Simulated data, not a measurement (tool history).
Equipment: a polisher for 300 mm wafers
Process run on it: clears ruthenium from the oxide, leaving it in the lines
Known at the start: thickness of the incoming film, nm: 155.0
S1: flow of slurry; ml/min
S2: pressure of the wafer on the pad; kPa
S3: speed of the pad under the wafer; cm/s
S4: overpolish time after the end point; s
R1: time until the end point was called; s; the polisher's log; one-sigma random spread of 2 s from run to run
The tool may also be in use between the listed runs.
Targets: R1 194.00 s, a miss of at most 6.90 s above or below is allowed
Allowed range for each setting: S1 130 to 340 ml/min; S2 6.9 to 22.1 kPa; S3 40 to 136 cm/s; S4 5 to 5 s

run  hour   S1    S2  S3  S4      R1
  1   0.0  220  14.5  88   5  129.45
  2   3.3  220  15.9  88   5  117.63
  3  10.3  220  14.5  88   5  129.53
  4  15.6  220  13.1  88   5  141.70
  5  18.8  220  15.2  88   5  124.65
  6  27.7  220  13.8  88   5  132.64
  7  34.7  220  12.4  88   5  151.68
  8  38.0  220  11.7  88   5  156.45
  9  41.4  220  11.0  88   5  166.21
 10  46.0  220  10.3  88   5  180.40

Which single option among these 4 for the next run brings every result within its allowed miss of target? Just one does.
  A  50.6  220  9.0  92   5   ?
  B  50.6  255  8.3  92   5   ?
  C  50.6  275  9.7  78   5   ?
  D  50.6  210  8.3  92   5   ?

move      R1
   A  194.53
   B  206.81
   C  205.70
   D  210.97
A: all results in spec
B: pushes the last run's worst result past its target
C: pushes the last run's worst result past its target
D: pushes the last run's worst result past its target
Move A is the one to make.

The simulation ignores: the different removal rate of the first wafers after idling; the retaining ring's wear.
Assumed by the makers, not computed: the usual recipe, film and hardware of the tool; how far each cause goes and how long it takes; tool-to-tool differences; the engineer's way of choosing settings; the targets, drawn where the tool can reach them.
